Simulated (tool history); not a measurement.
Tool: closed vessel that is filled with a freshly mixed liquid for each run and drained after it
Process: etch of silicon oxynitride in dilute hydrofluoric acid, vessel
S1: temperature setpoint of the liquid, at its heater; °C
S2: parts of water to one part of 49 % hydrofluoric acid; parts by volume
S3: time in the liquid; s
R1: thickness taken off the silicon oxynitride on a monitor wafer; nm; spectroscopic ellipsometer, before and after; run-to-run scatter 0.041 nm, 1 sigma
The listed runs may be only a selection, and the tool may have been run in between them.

| run | hour | S1 | S2 | S3 | R1 |
|---|---|---|---|---|---|
| 1 | 0 | 24 | 260 | 825 | 4.5561 |
| 2 | 6.7 | 24 | 330 | 825 | 3.4002 |
| 3 | 14.8 | 25.5 | 330 | 825 | 3.6087 |
| 4 | 19.8 | 25.5 | 330 | 620 | 2.6899 |
| 5 | 26.5 | 28.5 | 330 | 620 | 3.064 |
| 6 | 32.8 | 26.5 | 330 | 620 | 2.8461 |
| 7 | 35.7 | 27 | 300 | 620 | 3.2209 |
| 8 | 39.8 | 27 | 270 | 620 | 3.6773 |
| 9 | 42.3 | 27.5 | 245 | 620 | 4.2492 |

Forecast run 10:
| 10 | 51.8 | 28 | 230 | 620 | ? |

Run 10 gave R1 4.6583 nm.

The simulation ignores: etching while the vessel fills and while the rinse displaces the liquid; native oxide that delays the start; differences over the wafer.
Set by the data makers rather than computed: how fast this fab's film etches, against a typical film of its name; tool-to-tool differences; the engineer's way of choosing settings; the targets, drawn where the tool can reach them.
